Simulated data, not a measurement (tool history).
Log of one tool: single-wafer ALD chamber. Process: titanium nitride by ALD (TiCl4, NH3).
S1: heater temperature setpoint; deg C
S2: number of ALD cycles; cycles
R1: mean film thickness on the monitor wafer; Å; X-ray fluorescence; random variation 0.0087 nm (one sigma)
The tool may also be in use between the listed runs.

{"run": 1, "hour": 0.0, "S1": 380, "S2": 89, "NH3 pulse time (s)": 2.72, "R1": 20.1}
{"run": 2, "hour": 0.5, "S1": 380, "S2": 85, "NH3 pulse time (s)": 2.72, "R1": 19.34}
{"run": 3, "hour": 7.7, "S1": 380, "S2": 85, "NH3 pulse time (s)": 3.49, "R1": 19.473}
{"run": 4, "hour": 11.2, "S1": 389, "S2": 85, "NH3 pulse time (s)": 3.49, "R1": 19.626}
{"run": 5, "hour": 17.6, "S1": 385, "S2": 85, "NH3 pulse time (s)": 3.18, "R1": 19.584}
{"run": 6, "hour": 20.0, "S1": 389, "S2": 85, "NH3 pulse time (s)": 3.18, "R1": 19.382}
{"run": 7, "hour": 26.6, "S1": 390, "S2": 85, "NH3 pulse time (s)": 2.92, "R1": 19.774}
{"run": 8, "hour": 35.2, "S1": 378, "S2": 85, "NH3 pulse time (s)": 3.79, "R1": 19.647}
{"run": 9, "hour": 36.6, "S1": 376, "S2": 85, "NH3 pulse time (s)": 3.4, "R1": 19.533}
{"run": 10, "hour": 42.9, "S1": 373, "S2": 85, "NH3 pulse time (s)": 3.06, "R1": 19.476}
{"run": 11, "hour": 50.0, "S1": 371, "S2": 85, "NH3 pulse time (s)": 2.77, "R1": 19.089}

Run 12 comes next. What will it give?
{"run": 12, "hour": 53.7, "S1": 370, "S2": 85, "NH3 pulse time (s)": 2.66, "R1": "?"}

R1: 19.020 Å
